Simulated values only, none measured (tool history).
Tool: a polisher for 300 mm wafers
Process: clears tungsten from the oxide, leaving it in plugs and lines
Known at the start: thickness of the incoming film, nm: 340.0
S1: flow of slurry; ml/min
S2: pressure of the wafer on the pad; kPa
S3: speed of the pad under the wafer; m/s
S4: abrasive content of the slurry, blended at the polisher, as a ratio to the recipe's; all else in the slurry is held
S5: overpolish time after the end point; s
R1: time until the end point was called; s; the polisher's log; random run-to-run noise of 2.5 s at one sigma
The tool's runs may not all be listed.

Run 1, hour 0: S1 270 ml/min, S2 32.4 kPa, S3 0.84 m/s, S4 1, S5 25 s. Result: R1 79.729 s.
Run 2, hour 4.3: S1 245 ml/min, S2 32.4 kPa, S3 0.84 m/s, S4 1, S5 25 s. Result: R1 85.463 s.
Run 3, hour 7.2: S1 240 ml/min, S2 31 kPa, S3 0.84 m/s, S4 1, S5 25 s. Result: R1 85.924 s.
Run 4, hour 10.1: S1 240 ml/min, S2 31 kPa, S3 0.84 m/s, S4 1, S5 25 s. Result: R1 86.889 s.
Run 5, hour 16: S1 240 ml/min, S2 31 kPa, S3 1.04 m/s, S4 1, S5 25 s. Result: R1 70.516 s.
Run 6, hour 22.9: S1 240 ml/min, S2 31 kPa, S3 1.04 m/s, S4 1.15, S5 25 s. Result: R1 68.589 s.

Run 7 comes next. What will it give?
Run 7, hour 31.1: S1 240 ml/min, S2 28.3 kPa, S3 1.02 m/s, S4 1.15, S5 25 s. Result: R1 ?.

R1: 74.583 s
